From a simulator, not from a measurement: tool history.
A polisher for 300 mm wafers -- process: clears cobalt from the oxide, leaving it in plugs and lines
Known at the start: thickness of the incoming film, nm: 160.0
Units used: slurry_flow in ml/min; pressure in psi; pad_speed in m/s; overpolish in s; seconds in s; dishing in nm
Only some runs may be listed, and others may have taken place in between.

| run | hour | slurry_flow | pressure | pad_speed | overpolish | seconds | dishing |
|---|---|---|---|---|---|---|---|
| 1 | 0 | 135 | 2.1 | 1.06 | 18 | 27.754 | 48.051 |
| 2 | 9 | 135 | 2.1 | 0.84 | 18 | 34.815 | 43.039 |
| 3 | 12.3 | 115 | 2.1 | 0.84 | 18 | 35.165 | 42.859 |
| 4 | 13.9 | 115 | 2.4 | 0.86 | 14 | 30.835 | 40.695 |
| 5 | 21.7 | 115 | 2.7 | 0.9 | 12 | 26.302 | 41.464 |
| 6 | 24.2 | 115 | 2.7 | 0.9 | 18 | 26.126 | 49.47 |
| 7 | 32.1 | 115 | 2.9 | 0.92 | 14 | 23.642 | 46.931 |

Run 8 is up next; what results do you expect?
| 8 | 38.8 | 115 | 2.9 | 0.92 | 14 | ? | ? |

seconds: 24.114 s
dishing: 45.869 nm
